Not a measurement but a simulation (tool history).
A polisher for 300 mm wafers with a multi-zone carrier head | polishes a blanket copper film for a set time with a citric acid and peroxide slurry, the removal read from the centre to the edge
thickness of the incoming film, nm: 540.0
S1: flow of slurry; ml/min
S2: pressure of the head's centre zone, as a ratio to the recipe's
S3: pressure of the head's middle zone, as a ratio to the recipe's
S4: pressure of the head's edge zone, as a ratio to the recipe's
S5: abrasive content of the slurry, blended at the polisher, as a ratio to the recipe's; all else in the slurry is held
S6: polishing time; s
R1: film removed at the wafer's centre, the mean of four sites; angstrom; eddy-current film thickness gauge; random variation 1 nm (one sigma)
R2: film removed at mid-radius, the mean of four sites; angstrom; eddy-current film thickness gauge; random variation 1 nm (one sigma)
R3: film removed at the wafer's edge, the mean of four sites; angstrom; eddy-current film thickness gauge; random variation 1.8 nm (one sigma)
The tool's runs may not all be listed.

run	day	S1	S2	S3	S4	S5	S6	R1	R2	R3
1	0.000	135	1.00	1.00	1.00	1.00	88	1628.1	1607.1	1627.1
2	0.125	135	0.92	1.00	1.00	1.00	88	1493.8	1621.3	1644.0
3	0.304	135	0.92	1.00	1.00	1.00	102	1743.3	1885.9	1886.4
4	0.617	135	0.92	1.00	0.92	1.00	102	1759.9	1896.8	1864.3
5	0.646	135	0.93	1.01	0.91	0.95	101	1706.5	1860.0	1800.9
6	1.008	135	0.95	1.02	0.90	0.90	100	1711.9	1824.5	1717.8
7	1.079	130	0.96	1.02	0.89	0.85	100	1679.7	1757.5	1714.6

The next listed run, before its measurement:
8	1.292	130	0.97	1.03	0.88	0.80	99	?	?	?

Run 8 gave R1 1624.6 angstrom, R2 1723.0 angstrom, R3 1641.2 angstrom.
